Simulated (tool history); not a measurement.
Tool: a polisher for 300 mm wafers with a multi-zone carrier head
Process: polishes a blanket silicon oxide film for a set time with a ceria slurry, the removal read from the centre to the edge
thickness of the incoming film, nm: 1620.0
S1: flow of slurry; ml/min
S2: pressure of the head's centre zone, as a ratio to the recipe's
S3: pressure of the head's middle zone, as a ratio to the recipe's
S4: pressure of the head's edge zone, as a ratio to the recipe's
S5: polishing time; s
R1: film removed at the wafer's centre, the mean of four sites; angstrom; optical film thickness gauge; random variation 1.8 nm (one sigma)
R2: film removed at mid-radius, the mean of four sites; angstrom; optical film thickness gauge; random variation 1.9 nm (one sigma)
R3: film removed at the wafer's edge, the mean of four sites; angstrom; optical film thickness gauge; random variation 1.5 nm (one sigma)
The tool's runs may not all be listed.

run  hour   S1    S2    S3    S4  S5      R1      R2      R3
  1   0.0  235  1.00  1.00  1.00  53  2914.7  3134.8  3102.2
  2   4.4  235  1.05  1.00  1.00  53  3044.8  3101.4  3129.3
  3   8.9  280  1.05  1.00  1.00  53  3199.5  3258.2  3204.5
  4  16.5  280  1.10  1.00  1.00  53  3256.8  3168.1  3134.8
  5  18.7  280  1.05  1.00  1.00  53  3134.4  3185.3  3205.0
  6  20.2  330  1.05  1.00  1.00  53  3252.0  3192.1  3220.9
  7  28.8  315  1.02  1.00  0.98  49  2744.0  3005.9  2899.6
  8  33.5  315  1.02  0.98  0.96  46  2714.2  2676.4  2731.1
  9  39.1  310  1.00  0.99  0.94  43  2438.7  2582.0  2506.2
 10  45.2  310  1.00  0.99  0.94  43  2436.2  2572.2  2524.0
 11  49.8  305  0.98  0.99  0.93  41  2268.2  2444.4  2406.1

Forecast run 12:
 12  54.2  305  0.97  0.99  0.92  39   ?   ?   ?

Run 12 gave R1 2128.5 angstrom, R2 2331.7 angstrom, R3 2249.8 angstrom.
